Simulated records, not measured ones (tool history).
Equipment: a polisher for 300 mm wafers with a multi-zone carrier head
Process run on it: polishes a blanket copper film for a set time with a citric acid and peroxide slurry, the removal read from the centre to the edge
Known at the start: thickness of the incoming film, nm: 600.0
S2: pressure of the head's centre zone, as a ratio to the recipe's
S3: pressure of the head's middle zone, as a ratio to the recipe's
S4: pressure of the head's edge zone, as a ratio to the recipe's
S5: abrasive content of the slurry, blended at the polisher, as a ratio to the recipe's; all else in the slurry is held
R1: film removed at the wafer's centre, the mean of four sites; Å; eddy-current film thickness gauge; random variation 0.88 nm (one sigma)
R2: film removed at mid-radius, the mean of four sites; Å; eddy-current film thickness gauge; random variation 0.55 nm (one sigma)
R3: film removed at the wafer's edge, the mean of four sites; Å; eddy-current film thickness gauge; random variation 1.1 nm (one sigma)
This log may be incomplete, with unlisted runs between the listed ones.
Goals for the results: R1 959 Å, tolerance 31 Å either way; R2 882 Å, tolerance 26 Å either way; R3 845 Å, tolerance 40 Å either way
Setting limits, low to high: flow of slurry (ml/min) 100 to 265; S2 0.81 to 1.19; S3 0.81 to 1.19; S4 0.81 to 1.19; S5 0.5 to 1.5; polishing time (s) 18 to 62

Run 1, hour 0: flow of slurry (ml/min) 170, S2 1, S3 1, S4 1, S5 1, polishing time (s) 40. Result: R1 1148 Å, R2 1127.9 Å, R3 1169.8 Å.
Run 2, hour 3.9: flow of slurry (ml/min) 170, S2 0.94, S3 1, S4 1, S5 1, polishing time (s) 40. Result: R1 1074.8 Å, R2 1132 Å, R3 1139.7 Å.
Run 3, hour 12.7: flow of slurry (ml/min) 170, S2 0.88, S3 1, S4 1, S5 1, polishing time (s) 40. Result: R1 986.19 Å, R2 1120.7 Å, R3 1143.2 Å.
Run 4, hour 16.6: flow of slurry (ml/min) 170, S2 0.9, S3 0.99, S4 0.97, S5 0.9, polishing time (s) 39. Result: R1 987.31 Å, R2 1060.6 Å, R3 1069.8 Å.
Run 5, hour 19.6: flow of slurry (ml/min) 130, S2 0.9, S3 0.99, S4 0.97, S5 0.9, polishing time (s) 39. Result: R1 919.92 Å, R2 1005.8 Å, R3 1025.1 Å.
Run 6, hour 24: flow of slurry (ml/min) 130, S2 0.91, S3 0.99, S4 0.95, S5 0.85, polishing time (s) 39. Result: R1 898.21 Å, R2 996.16 Å, R3 1026.8 Å.
Run 7, hour 27: flow of slurry (ml/min) 145, S2 0.94, S3 0.99, S4 0.93, S5 0.8, polishing time (s) 38. Result: R1 916.98 Å, R2 977.56 Å, R3 988.66 Å.
Run 8, hour 28.2: flow of slurry (ml/min) 150, S2 0.97, S3 0.99, S4 0.91, S5 0.75, polishing time (s) 37. Result: R1 935.43 Å, R2 947.86 Å, R3 935.33 Å.
Run 9, hour 28.8: flow of slurry (ml/min) 150, S2 0.98, S3 0.99, S4 0.9, S5 0.7, polishing time (s) 37. Result: R1 917.98 Å, R2 914.22 Å, R3 935.94 Å.
Run 10, hour 31.7: flow of slurry (ml/min) 155, S2 0.99, S3 1, S4 0.89, S5 0.7, polishing time (s) 37. Result: R1 927.01 Å, R2 936.53 Å, R3 928.69 Å.
Run 11, hour 33.5: flow of slurry (ml/min) 160, S2 1, S3 1, S4 0.88, S5 0.7, polishing time (s) 37. Result: R1 951.49 Å, R2 939.9 Å, R3 902.4 Å.

Consider the 5 candidate settings below. Which is the only one whose results all fall within their allowed miss of target?
Run A, hour 35.3: flow of slurry (ml/min) 115, S2 1.14, S3 1.1, S4 0.94, S5 0.65, polishing time (s) 36. Result: R1 ?, R2 ?, R3 ?.
Run B, hour 35.3: flow of slurry (ml/min) 190, S2 1.02, S3 1.18, S4 0.81, S5 0.8, polishing time (s) 33. Result: R1 ?, R2 ?, R3 ?.
Run C, hour 35.3: flow of slurry (ml/min) 145, S2 1.02, S3 0.83, S4 0.94, S5 0.85, polishing time (s) 36. Result: R1 ?, R2 ?, R3 ?.
Run D, hour 35.3: flow of slurry (ml/min) 175, S2 1.02, S3 0.89, S4 0.86, S5 0.75, polishing time (s) 34. Result: R1 ?, R2 ?, R3 ?.
Run E, hour 35.3: flow of slurry (ml/min) 155, S2 1.03, S3 0.93, S4 0.93, S5 0.6, polishing time (s) 38. Result: R1 ?, R2 ?, R3 ?.

move      R1      R2      R3
   A  945.63  884.36  849.73
   B  924.84  995.89  843.27
   C  964.22  850.75  947.55
   D  922.17  841.48  865.45
   E  960.68  892.43  924.55
A: all results land within tolerance of their targets
B: lands further from the targets than the last run did
C: carries the result that was furthest off beyond its target, to the other side
D: carries the result that was furthest off beyond its target, to the other side
E: corrects the largest miss of the last run, while another result sits out of spec
The move that meets every target is A.
